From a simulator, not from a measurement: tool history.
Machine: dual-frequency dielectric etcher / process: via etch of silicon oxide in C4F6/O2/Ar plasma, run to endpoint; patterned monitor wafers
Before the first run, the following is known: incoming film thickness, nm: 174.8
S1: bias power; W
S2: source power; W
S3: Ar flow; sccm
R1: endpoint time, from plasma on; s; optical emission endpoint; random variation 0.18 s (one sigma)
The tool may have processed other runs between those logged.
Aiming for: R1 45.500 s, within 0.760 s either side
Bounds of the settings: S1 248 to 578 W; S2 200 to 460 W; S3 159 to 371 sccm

Run 1, day 0.000: S1 413 W, S2 330 W, S3 265 sccm. Result: R1 41.843 s.
Run 2, day 0.338: S1 393 W, S2 330 W, S3 265 sccm. Result: R1 43.210 s.
Run 3, day 0.512: S1 320 W, S2 330 W, S3 265 sccm. Result: R1 48.425 s.
Run 4, day 0.558: S1 387 W, S2 330 W, S3 265 sccm. Result: R1 43.166 s.
Run 5, day 0.600: S1 387 W, S2 360 W, S3 265 sccm. Result: R1 42.223 s.
Run 6, day 0.792: S1 428 W, S2 360 W, S3 265 sccm. Result: R1 39.821 s.
Run 7, day 0.979: S1 406 W, S2 360 W, S3 265 sccm. Result: R1 41.069 s.
Run 8, day 1.100: S1 390 W, S2 360 W, S3 265 sccm. Result: R1 42.441 s.
Run 9, day 1.221: S1 380 W, S2 360 W, S3 265 sccm. Result: R1 42.718 s.
Run 10, day 1.350: S1 370 W, S2 360 W, S3 265 sccm. Result: R1 43.405 s.
Run 11, day 1.600: S1 363 W, S2 360 W, S3 265 sccm. Result: R1 44.185 s.
Run 12, day 1.671: S1 359 W, S2 360 W, S3 265 sccm. Result: R1 44.049 s.

4 candidate next runs follow, results not yet known. Just one meets every target within its allowed miss. Identify it.
Run A, day 1.742: S1 376 W, S2 350 W, S3 314 sccm. Result: R1 ?.
Run B, day 1.742: S1 345 W, S2 390 W, S3 287 sccm. Result: R1 ?.
Run C, day 1.742: S1 340 W, S2 370 W, S3 283 sccm. Result: R1 ?.
Run D, day 1.742: S1 405 W, S2 320 W, S3 290 sccm. Result: R1 ?.

move      R1
   A  44.158
   B  44.376
   C  45.454
   D  43.138
A: closes in on the targets versus the last run, not all within tolerance yet
B: closes in on the targets versus the last run, not all within tolerance yet
C: each result inside its tolerance
D: the biggest miss grows against the last run
Correct choice: C, which meets every target

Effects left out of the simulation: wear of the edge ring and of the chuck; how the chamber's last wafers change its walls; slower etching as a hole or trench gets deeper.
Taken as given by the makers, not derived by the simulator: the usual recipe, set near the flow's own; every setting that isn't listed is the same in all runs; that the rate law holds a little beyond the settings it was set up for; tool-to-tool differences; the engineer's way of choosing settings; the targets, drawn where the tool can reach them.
